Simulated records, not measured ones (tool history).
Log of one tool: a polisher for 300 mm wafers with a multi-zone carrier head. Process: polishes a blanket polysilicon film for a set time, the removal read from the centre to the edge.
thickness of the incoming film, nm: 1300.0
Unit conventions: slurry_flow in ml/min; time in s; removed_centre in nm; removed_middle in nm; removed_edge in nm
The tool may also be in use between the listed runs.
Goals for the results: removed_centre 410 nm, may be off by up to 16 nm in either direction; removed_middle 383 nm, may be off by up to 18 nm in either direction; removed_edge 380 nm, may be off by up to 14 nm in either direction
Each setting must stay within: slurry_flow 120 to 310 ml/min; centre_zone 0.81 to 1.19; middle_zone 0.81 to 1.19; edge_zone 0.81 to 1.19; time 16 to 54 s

run	hour	slurry_flow	centre_zone	middle_zone	edge_zone	time	removed_centre	removed_middle	removed_edge
1	0	200	1	1	1	35	488.13	495.16	482.84
2	1.3	200	1	1	0.93	35	488.19	497.25	469.61
3	9.5	200	1	0.99	0.92	34	472.96	480.75	456.35
4	14.3	200	1	0.98	0.91	33	463.48	453.35	438.03
5	19.2	195	1	0.97	0.9	33	455.68	454.02	434.74
6	24.3	195	0.94	0.97	0.9	33	436.87	450.96	437.76
7	30.3	195	0.95	0.96	0.89	33	423.61	450.95	438.71
8	35.5	195	0.96	0.95	0.88	32	415.53	437.64	425.24
9	37.3	190	0.98	0.94	0.88	32	434.52	423.29	421.57
10	44.4	185	0.98	0.94	0.87	32	430.26	419.36	412.2
11	47.8	180	0.98	0.94	0.86	32	428.61	422.53	415.36
12	55.2	180	0.98	0.94	0.85	32	432.79	425.41	408.37
13	57.3	175	0.98	0.93	0.85	32	431.21	408.23	410.53

4 candidate next runs follow, results not yet known. Just one meets every target within its allowed miss. Identify it.
A	59.4	200	0.98	0.96	0.81	31	?	?	?
B	59.4	205	0.81	0.83	0.93	36	?	?	?
C	59.4	155	1.03	0.94	0.88	30	?	?	?
D	59.4	125	0.95	0.81	0.95	38	?	?	?

move	removed_centre	removed_middle	removed_edge
A	421.91	417.85	397.3
B	405.71	437.17	493.22
C	407.09	379.52	385.56
D	447.19	408.33	488.2
A: nearer than the last run, and not there yet
B: moves away from the targets compared with the last run
C: meets every target
D: moves away from the targets compared with the last run
The move that meets every target is C.
